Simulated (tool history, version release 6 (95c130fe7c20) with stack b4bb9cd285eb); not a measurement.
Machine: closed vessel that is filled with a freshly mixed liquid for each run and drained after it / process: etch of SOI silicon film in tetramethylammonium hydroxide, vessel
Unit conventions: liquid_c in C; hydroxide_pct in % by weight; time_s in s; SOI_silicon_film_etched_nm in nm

run,hour,liquid_c,hydroxide_pct,time_s,SOI_silicon_film_etched_nm
1,0,74,12,95,766.45
2,7.2,74,12,105,848.31
3,9.1,74,12,105,854.1
4,12,69.5,12,105,646
5,18.6,68,12,105,605.99
6,26.3,73,12,105,803.3
7,31.4,70.5,12,105,689.55
8,36,69,12,105,648.27

Run 9 is up next; what results do you expect?
9,40.2,63,12,105,?

Run 9 came out at SOI_silicon_film_etched_nm 438.29 nm.

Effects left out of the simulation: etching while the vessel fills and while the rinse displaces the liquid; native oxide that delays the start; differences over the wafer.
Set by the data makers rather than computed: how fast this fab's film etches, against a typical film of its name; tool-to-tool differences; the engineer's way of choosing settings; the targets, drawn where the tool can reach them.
